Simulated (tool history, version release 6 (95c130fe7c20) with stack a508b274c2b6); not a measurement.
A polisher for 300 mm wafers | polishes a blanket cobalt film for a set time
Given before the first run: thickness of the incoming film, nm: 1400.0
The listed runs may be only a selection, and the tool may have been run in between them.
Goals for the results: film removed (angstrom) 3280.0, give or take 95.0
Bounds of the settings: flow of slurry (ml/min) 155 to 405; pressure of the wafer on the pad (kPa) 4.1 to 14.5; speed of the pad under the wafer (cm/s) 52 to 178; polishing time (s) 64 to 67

| run | hour | flow of slurry (ml/min) | pressure of the wafer on the pad (kPa) | speed of the pad under the wafer (cm/s) | polishing time (s) | film removed (angstrom) |
|---|---|---|---|---|---|---|
| 1 | 0.0 | 260 | 9.0 | 114 | 64 | 1931.1 |
| 2 | 6.6 | 260 | 9.7 | 114 | 64 | 2082.6 |
| 3 | 14.1 | 260 | 10.3 | 114 | 64 | 2230.7 |
| 4 | 21.4 | 260 | 10.3 | 114 | 64 | 2195.1 |
| 5 | 25.7 | 260 | 11.0 | 114 | 64 | 2329.2 |
| 6 | 32.1 | 260 | 11.7 | 114 | 64 | 2469.8 |
| 7 | 35.1 | 260 | 12.4 | 114 | 64 | 2588.8 |
| 8 | 42.8 | 270 | 14.5 | 120 | 64 | 3089.1 |
| 9 | 50.8 | 270 | 14.5 | 122 | 64 | 3177.4 |
| 10 | 59.2 | 270 | 14.5 | 124 | 64 | 3189.2 |

Exactly one of the 5 candidate moves below puts every result within its allowed miss. Which one?
| A | 67.6 | 295 | 14.5 | 118 | 64 | ? |
| B | 67.6 | 265 | 14.5 | 120 | 67 | ? |
| C | 67.6 | 235 | 14.5 | 112 | 66 | ? |
| D | 67.6 | 260 | 13.8 | 126 | 64 | ? |
| E | 67.6 | 200 | 13.1 | 136 | 67 | ? |

| move | film removed (angstrom) |
|---|---|
| A | 3090.1 |
| B | 3235.7 |
| C | 3000.7 |
| D | 3051.2 |
| E | 3107.5 |
A: further off than the last run
B: every result within its allowed miss
C: further off than the last run
D: further off than the last run
E: further off than the last run
Go with B: it meets all targets.
